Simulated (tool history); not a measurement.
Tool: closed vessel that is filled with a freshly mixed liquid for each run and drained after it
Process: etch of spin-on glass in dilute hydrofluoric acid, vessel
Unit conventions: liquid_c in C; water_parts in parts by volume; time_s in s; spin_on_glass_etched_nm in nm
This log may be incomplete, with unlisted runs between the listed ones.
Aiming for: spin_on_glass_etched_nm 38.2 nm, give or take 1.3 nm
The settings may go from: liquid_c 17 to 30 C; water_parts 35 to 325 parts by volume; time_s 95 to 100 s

run  hour  liquid_c  water_parts  time_s  spin_on_glass_etched_nm
  1     0        22          180      95                    19.08
  2   5.5      20.5          180      95                   18.201
  3  12.8      20.5          135      95                   25.524
  4    18      20.5           75      95                   49.315
     26.1  -- hydrofluoric acid flow meter replaced
  5  26.1      22.5           75      95                   58.497
  6  32.6      22.5           45      95                   101.13
  7    35      20.5           55      95                   74.605
  8  41.4        17          110      95                   30.836
  9  45.1      18.5          110      95                   32.942
 10  46.9      19.5          110      95                    34.68
 11    49        20          110      95                   34.767
 12  51.6      20.5          110      95                    35.47
 13  60.2        21          110      95                    36.25

Next run, 5 choices. One meets every target within its allowed miss, the rest don't. Which?
  A  68.8      24.5          115     100                        ?
  B  68.8      17.5          100      95                        ?
  C  68.8      21.5          120      95                        ?
  D  68.8        19           90      95                        ?
  E  68.8        22          115     100                        ?

move  spin_on_glass_etched_nm
   A                   41.284
   B                    34.55
   C                   33.193
   D                    41.32
   E                   37.406
A: moves the result that the last run missed by most past its target, out the other side
B: further off than the last run
C: further off than the last run
D: moves the result that the last run missed by most past its target, out the other side
E: all results in spec
Move E is the one to make.
